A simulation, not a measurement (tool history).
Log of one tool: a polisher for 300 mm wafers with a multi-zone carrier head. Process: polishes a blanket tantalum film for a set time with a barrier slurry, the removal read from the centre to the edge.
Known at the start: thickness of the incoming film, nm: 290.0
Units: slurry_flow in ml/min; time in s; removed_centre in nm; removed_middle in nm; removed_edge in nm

run 1 hour=0.0 | slurry_flow=250 centre_zone=1.00 middle_zone=1.00 edge_zone=1.00 slurry_solids=1.00 time=37 | removed_centre=53.945 removed_middle=54.163 removed_edge=54.301
run 2 hour=5.0 | slurry_flow=300 centre_zone=1.00 middle_zone=1.00 edge_zone=1.00 slurry_solids=1.00 time=37 | removed_centre=54.980 removed_middle=54.967 removed_edge=54.776
run 3 hour=10.3 | slurry_flow=300 centre_zone=1.00 middle_zone=1.00 edge_zone=1.00 slurry_solids=1.10 time=37 | removed_centre=56.886 removed_middle=55.382 removed_edge=57.157
run 4 hour=10.9 | slurry_flow=300 centre_zone=0.98 middle_zone=0.98 edge_zone=0.99 slurry_solids=0.95 time=36 | removed_centre=50.442 removed_middle=50.882 removed_edge=51.769
run 5 hour=12.3 | slurry_flow=320 centre_zone=0.98 middle_zone=0.98 edge_zone=0.99 slurry_solids=0.95 time=36 | removed_centre=50.362 removed_middle=51.475 removed_edge=53.122
run 6 hour=16.2 | slurry_flow=320 centre_zone=0.98 middle_zone=0.98 edge_zone=0.95 slurry_solids=0.95 time=36 | removed_centre=51.194 removed_middle=50.696 removed_edge=51.288
run 7 hour=17.2 | slurry_flow=320 centre_zone=0.96 middle_zone=0.98 edge_zone=0.93 slurry_solids=0.85 time=36 | removed_centre=48.491 removed_middle=47.987 removed_edge=47.971
run 8 hour=23.3 | slurry_flow=320 centre_zone=0.93 middle_zone=0.98 edge_zone=0.92 slurry_solids=0.80 time=36 | removed_centre=43.678 removed_middle=47.829 removed_edge=46.362
run 9 hour=26.0 | slurry_flow=305 centre_zone=0.92 middle_zone=0.91 edge_zone=0.82 slurry_solids=0.70 time=35 | removed_centre=39.988 removed_middle=41.303 removed_edge=40.637

The next listed run, before its measurement:
run 10 hour=29.9 | slurry_flow=305 centre_zone=0.91 middle_zone=0.92 edge_zone=0.82 slurry_solids=0.70 time=35 | removed_centre=? removed_middle=? removed_edge=?

Run 10 gave removed_centre 39.312 nm, removed_middle 41.045 nm, removed_edge 40.142 nm.
